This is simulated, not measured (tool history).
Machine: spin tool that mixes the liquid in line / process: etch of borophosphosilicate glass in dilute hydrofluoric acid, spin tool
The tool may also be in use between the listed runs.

run  hour  temperature setpoint of the liquid (°C)  parts of water to one part of 49 % hydrofluoric acid (parts by volume)  time under the liquid (s)  thickness taken off the borophosphosilicate glass on a monitor wafer (Å)
  1     0                                       22                                                                     190                        185                                                                    362.42
  2   3.8                                       22                                                                     190                        195                                                                    386.71
  3  12.7                                       22                                                                     190                        185                                                                    358.61
  4  18.8                                       24                                                                     190                        185                                                                    392.19
  5  22.9                                       24                                                                     215                        185                                                                    337.92
  6  30.9                                     21.5                                                                     215                        185                                                                     307.1
  7  35.3                                       23                                                                     190                        185                                                                    374.21
  8  42.1                                       27                                                                     115                        185                                                                    799.49
  9  49.2                                     27.5                                                                     115                        185                                                                    807.97
 10  55.7                                       28                                                                     115                        185                                                                    831.75

Predict the results of run 11:
 11    62                                     28.5                                                                     115                        185                                                                         ?

thickness taken off the borophosphosilicate glass on a monitor wafer (Å): 830.71
